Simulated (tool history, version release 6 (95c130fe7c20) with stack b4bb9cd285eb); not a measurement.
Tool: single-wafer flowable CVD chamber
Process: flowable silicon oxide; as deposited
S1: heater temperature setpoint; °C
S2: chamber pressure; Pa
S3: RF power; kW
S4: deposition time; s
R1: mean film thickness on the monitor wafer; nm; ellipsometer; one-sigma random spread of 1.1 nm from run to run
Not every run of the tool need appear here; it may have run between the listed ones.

run 1 hour=0.0 | S1=105 S2=115.5 S3=2.540 S4=705 | R1=440.50
run 2 hour=7.0 | S1=109 S2=115.3 S3=2.540 S4=705 | R1=390.77
run 3 hour=12.9 | S1=109 S2=115.3 S3=2.540 S4=673 | R1=373.41
run 4 hour=19.3 | S1=114 S2=115.3 S3=2.540 S4=673 | R1=324.98
run 5 hour=24.2 | S1=114 S2=104.4 S3=2.540 S4=673 | R1=296.23
run 6 hour=27.0 | S1=115 S2=104.4 S3=2.540 S4=673 | R1=288.59
run 7 hour=31.4 | S1=116 S2=104.4 S3=2.540 S4=673 | R1=280.78
run 8 hour=39.6 | S1=117 S2=104.4 S3=2.540 S4=673 | R1=274.36

Run 9, settings as shown, results not yet in. Your forecast:
run 9 hour=41.5 | S1=118 S2=104.4 S3=2.540 S4=673 | R1=?

Run 9 measured R1 265.57 nm.

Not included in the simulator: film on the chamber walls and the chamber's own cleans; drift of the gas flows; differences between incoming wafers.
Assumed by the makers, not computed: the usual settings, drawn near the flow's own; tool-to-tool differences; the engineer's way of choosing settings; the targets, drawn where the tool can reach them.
